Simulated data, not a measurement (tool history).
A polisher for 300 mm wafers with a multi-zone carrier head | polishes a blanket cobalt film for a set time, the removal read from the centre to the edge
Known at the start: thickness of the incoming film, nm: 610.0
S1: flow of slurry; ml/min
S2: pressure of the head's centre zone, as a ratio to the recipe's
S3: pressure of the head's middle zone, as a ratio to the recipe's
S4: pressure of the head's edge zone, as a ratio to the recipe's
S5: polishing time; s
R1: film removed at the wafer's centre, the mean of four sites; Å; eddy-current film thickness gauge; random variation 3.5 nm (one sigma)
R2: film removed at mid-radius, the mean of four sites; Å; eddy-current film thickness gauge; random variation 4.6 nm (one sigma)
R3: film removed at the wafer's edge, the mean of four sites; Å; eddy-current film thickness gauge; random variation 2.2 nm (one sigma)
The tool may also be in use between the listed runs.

run,hour,S1,S2,S3,S4,S5,R1,R2,R3
1,0,230,1,1,1,45,2054.1,1980.6,1984.6
2,0.9,230,1,1,0.95,45,2081.9,2040.4,1948.2
3,8.7,230,1,1,1.01,45,2042.2,2038.7,2024.1
4,12.8,230,1,1,1.01,56,2558.8,2491.2,2564.6
5,16.2,245,1,1.06,1.01,57,2610.1,2728.7,2545.7
6,20.7,195,1,1.06,1.01,57,2542.4,2606.5,2565.9
7,26.4,210,1,1.09,1.02,58,2687.6,2788.8,2608.5
8,29.3,215,0.99,1.11,1.03,58,2606.2,2831.5,2607.8

Forecast run 9:
9,31.2,220,0.99,1.13,1.04,58,?,?,?

Run 9 gave R1 2650.1 Å, R2 2784.5 Å, R3 2632.9 Å.
